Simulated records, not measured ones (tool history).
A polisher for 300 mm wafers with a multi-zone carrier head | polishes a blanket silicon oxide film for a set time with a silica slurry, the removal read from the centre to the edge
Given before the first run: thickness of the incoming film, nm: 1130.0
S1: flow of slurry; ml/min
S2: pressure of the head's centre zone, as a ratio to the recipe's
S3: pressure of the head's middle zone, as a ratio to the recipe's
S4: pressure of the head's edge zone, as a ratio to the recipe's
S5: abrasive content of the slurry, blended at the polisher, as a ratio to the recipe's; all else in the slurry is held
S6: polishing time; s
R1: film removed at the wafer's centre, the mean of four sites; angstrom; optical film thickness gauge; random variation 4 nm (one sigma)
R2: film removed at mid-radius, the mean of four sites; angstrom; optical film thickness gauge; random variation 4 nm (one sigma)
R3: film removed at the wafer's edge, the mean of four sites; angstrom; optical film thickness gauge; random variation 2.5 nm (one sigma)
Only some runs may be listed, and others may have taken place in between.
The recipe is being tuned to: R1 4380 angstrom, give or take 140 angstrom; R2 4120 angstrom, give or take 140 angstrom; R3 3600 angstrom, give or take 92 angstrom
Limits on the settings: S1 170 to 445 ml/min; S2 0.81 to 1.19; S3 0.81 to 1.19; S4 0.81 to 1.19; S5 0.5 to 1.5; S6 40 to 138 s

run,hour,S1,S2,S3,S4,S5,S6,R1,R2,R3
1,0,285,1,1,1,1,88,2914.2,2864.9,2919.5
2,3.6,285,1,1.05,1,1,88,2951.2,2995.1,2895.1
3,5.4,295,1.03,1.08,1.02,1.1,88,3123.9,3204.9,3020.4
4,6.3,295,1.03,1.08,1.02,1.1,97,3411.7,3481,3354.3
5,10.9,295,1.03,1.08,0.95,1.1,97,3460.5,3539.9,3231.4
6,18.2,300,1.06,1.09,0.96,1.15,97,3663.2,3626.3,3280.1
7,20.9,300,1.06,1.09,0.96,1.15,97,3574.6,3631.3,3307.9
8,24,310,1.09,1.09,0.95,1.2,97,3725.1,3581.1,3360.9
9,29.1,310,1.11,1.11,0.94,1.25,97,3896.8,3712.5,3367.5
10,31.9,310,1.12,1.12,0.94,1.3,97,3963.7,3895,3378.6
11,33.6,315,1.13,1.12,0.95,1.3,97,4010.5,3873.1,3398.3
12,35.5,320,1.14,1.12,0.96,1.3,97,3970.8,3896.3,3401.7
13,44.1,320,1.15,1.12,0.96,1.35,97,4083.8,3885.8,3481.3
14,47.8,320,1.16,1.12,0.96,1.35,97,4112.6,3883.1,3519
15,52.8,320,1.17,1.12,0.96,1.35,97,4105.3,3801.1,3477.2
16,60.3,325,1.17,1.13,0.96,1.35,97,4259.8,3936.4,3492.1
17,64.1,330,1.17,1.13,0.97,1.35,97,4176.5,3942.3,3525.2

Below are 5 possible settings for the next run. Only one of them brings all results inside the allowed miss of their targets. Which is it?
A,67.9,230,1.19,1.1,0.84,1.3,104,?,?,?
B,67.9,315,1.17,1.13,1.02,1.4,92,?,?,?
C,67.9,420,1.17,1.14,0.96,1.45,97,?,?,?
D,67.9,360,1.19,1.03,0.89,1.35,99,?,?,?
E,67.9,300,1.03,1.07,1.01,1.3,103,?,?,?

move,R1,R2,R3
A,4426.8,4034.4,3365.5
B,4039.1,3821,3390
C,4392,4178.5,3557.6
D,4410.8,3789.4,3409.5
E,3870.8,3979.3,3684.7
A: brings the result that was furthest off to its target, and leaves another outside
B: further off than the last run
C: in spec on every target
D: brings the result that was furthest off to its target, and leaves another outside
E: further off than the last run
Correct choice: C, which meets every target
